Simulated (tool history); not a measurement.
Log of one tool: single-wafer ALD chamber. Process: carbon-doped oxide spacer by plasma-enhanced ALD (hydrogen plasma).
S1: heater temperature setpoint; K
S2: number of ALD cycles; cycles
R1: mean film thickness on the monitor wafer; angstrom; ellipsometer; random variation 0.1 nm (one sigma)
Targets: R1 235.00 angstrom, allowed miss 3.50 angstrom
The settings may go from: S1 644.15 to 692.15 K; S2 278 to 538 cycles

| run | hour | S1 | S2 | R1 |
|---|---|---|---|---|
| 1 | 0.0 | 668.15 | 408 | 192.68 |
| 2 | 3.4 | 668.15 | 420 | 199.43 |
| 3 | 9.8 | 668.15 | 399 | 189.63 |
| 4 | 16.9 | 673.15 | 399 | 190.67 |
| 5 | 23.9 | 673.15 | 361 | 172.11 |
| 6 | 31.7 | 665.15 | 361 | 172.30 |
| 7 | 34.8 | 665.15 | 380 | 181.22 |
| 8 | 36.2 | 665.15 | 396 | 190.15 |
| 9 | 41.2 | 664.15 | 408 | 195.01 |
| 10 | 49.6 | 664.15 | 473 | 226.72 |
| 11 | 55.0 | 664.15 | 475 | 225.57 |
|  | 62.6 | thermocouple changed; heater temperature recalibrated |
| 12 | 62.6 | 664.15 | 478 | 227.19 |
| 13 | 69.5 | 664.15 | 480 | 228.85 |
| 14 | 76.6 | 664.15 | 482 | 229.38 |
| 15 | 84.2 | 664.15 | 484 | 231.09 |
| 16 | 90.7 | 664.15 | 485 | 230.07 |
| 17 | 99.1 | 664.15 | 486 | 230.99 |

5 next moves are on the table. One of them brings every result within its allowed miss. Which?
| A | 107.5 | 651.15 | 507 | ? |
| B | 107.5 | 665.15 | 474 | ? |
| C | 107.5 | 673.15 | 496 | ? |
| D | 107.5 | 671.15 | 475 | ? |
| E | 107.5 | 657.15 | 515 | ? |

| move | R1 |
|---|---|
| A | 242.33 |
| B | 226.56 |
| C | 236.58 |
| D | 227.04 |
| E | 246.16 |
A: takes the result that was furthest off past its target
B: further off than the last run
C: meets every target
D: further off than the last run
E: takes the result that was furthest off past its target
Answer: C
